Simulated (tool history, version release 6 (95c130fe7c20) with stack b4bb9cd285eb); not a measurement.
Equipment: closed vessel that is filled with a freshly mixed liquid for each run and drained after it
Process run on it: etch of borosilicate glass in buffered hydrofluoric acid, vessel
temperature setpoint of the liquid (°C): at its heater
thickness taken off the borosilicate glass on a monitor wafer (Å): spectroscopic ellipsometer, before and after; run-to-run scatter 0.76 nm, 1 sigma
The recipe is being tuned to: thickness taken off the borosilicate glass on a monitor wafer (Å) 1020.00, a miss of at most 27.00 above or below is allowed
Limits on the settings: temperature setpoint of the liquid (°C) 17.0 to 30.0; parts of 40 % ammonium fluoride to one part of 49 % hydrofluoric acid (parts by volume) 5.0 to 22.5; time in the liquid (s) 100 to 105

| run | day | temperature setpoint of the liquid (°C) | parts of 40 % ammonium fluoride to one part of 49 % hydrofluoric acid (parts by volume) | time in the liquid (s) | thickness taken off the borosilicate glass on a monitor wafer (Å) |
|---|---|---|---|---|---|
| 1 | 0.000 | 22.0 | 13.5 | 100 | 755.96 |
| 2 | 0.229 | 22.5 | 13.5 | 100 | 783.79 |
| 3 | 0.354 | 22.5 | 17.0 | 100 | 623.15 |
| 4 | 0.567 | 23.5 | 17.0 | 100 | 649.51 |
| 5 | 0.912 | 26.5 | 17.0 | 100 | 773.80 |
| 6 | 1.133 | 29.5 | 17.0 | 100 | 910.83 |
| 7 | 1.421 | 30.0 | 16.5 | 100 | 943.87 |
| 8 | 1.608 | 30.0 | 16.0 | 100 | 979.72 |

Pick the move, out of 5, that brings all results within their allowed miss; only one does.
| A | 1.796 | 27.5 | 12.5 | 100 | ? |
| B | 1.796 | 29.0 | 16.5 | 105 | ? |
| C | 1.796 | 30.0 | 17.0 | 105 | ? |
| D | 1.796 | 29.5 | 14.0 | 100 | ? |
| E | 1.796 | 30.0 | 15.5 | 100 | ? |

| move | thickness taken off the borosilicate glass on a monitor wafer (Å) |
|---|---|
| A | 1103.80 |
| B | 953.13 |
| C | 974.89 |
| D | 1095.70 |
| E | 1017.10 |
A: pushes the last run's worst result past its target
B: lands further from the targets than the last run did
C: lands further from the targets than the last run did
D: pushes the last run's worst result past its target
E: every result lands within tolerance
E meets every target.

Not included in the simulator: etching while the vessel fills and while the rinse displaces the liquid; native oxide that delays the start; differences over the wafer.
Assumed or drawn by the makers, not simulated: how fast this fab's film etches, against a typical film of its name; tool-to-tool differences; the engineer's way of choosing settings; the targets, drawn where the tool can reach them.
